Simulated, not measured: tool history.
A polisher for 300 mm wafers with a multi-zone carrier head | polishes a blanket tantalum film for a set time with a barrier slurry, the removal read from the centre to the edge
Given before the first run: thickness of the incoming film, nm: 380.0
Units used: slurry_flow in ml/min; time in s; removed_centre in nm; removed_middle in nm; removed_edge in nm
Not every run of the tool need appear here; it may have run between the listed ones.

run	hour	slurry_flow	centre_zone	middle_zone	edge_zone	slurry_solids	time	removed_centre	removed_middle	removed_edge
1	0	220	1	1	1	1	47	84.338	87.729	85.705
2	8	220	0.92	1	1	1	47	78.962	89.349	84.374
3	10.7	220	0.92	1	1	1	58	98.211	106.82	102.37
4	18.2	220	0.92	1	1	1	51	87.188	93.923	90.599
5	23.3	210	0.91	0.97	1.01	0.9	50	78.007	87.318	86.27
6	25.5	165	0.91	0.97	1.01	0.9	50	78.192	85.391	85.639
7	26.8	160	0.92	0.95	1.01	0.85	49	73.439	79.331	80.975
8	30.3	155	0.93	0.93	1.01	0.8	49	71.278	77.09	79.053
9	37.5	160	1.03	0.83	1.11	0.55	42	56.635	48.323	58.193

Predict the results of run 10:
10	39	170	1.02	0.84	1.12	0.6	42	?	?	?

{"run 10": {"removed_centre": 59.898, "removed_middle": 51.761, "removed_edge": 61.179}}
